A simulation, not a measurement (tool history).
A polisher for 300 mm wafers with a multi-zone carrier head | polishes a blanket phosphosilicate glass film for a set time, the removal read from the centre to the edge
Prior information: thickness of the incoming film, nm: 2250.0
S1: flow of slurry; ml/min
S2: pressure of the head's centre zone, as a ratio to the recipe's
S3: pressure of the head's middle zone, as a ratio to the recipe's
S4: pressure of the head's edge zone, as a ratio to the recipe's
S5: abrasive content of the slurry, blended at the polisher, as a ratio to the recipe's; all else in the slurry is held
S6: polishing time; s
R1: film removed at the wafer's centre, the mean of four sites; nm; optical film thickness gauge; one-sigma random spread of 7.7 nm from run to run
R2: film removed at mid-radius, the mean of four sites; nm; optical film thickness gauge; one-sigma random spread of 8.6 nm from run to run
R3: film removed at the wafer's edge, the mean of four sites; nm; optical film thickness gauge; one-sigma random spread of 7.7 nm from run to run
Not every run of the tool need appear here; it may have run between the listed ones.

run  hour   S1    S2    S3    S4    S5  S6      R1      R2      R3
  1     0  235     1     1     1     1  79  744.68  694.82  726.65
  2   8.6  245  1.02  1.02  1.02  1.05  79  776.16  737.81  740.24
  3  11.8  245  1.02  0.97  1.02  1.05  79  769.47  697.98  748.74
  4    15  245  1.04  0.98  1.04   1.1  79  806.18  712.63  776.75
  5  15.7  250  1.06     1  1.06  1.15  79  836.96  751.01  788.27
  6  20.6  225  1.06     1  1.06  1.15  79     829  741.66  780.83
  7  21.6  235  1.07  1.01  1.08   1.2  79  854.36   756.2  808.32
  8  26.6  245  1.08  1.02  1.09  1.25  79   890.4  773.21  821.23
  9  30.9  245  1.08  1.03   1.1   1.3  79  892.52  806.15  845.65
 10  39.8  250  1.09  1.04  1.11  1.35  79  925.82  813.27  862.58

Expected results for the next run?
 11  48.6  255  1.1  1.05  1.12  1.35  79   ?   ?   ?

{"run 11": {"R1": 922.21, "R2": 830.99, "R3": 863.9}}
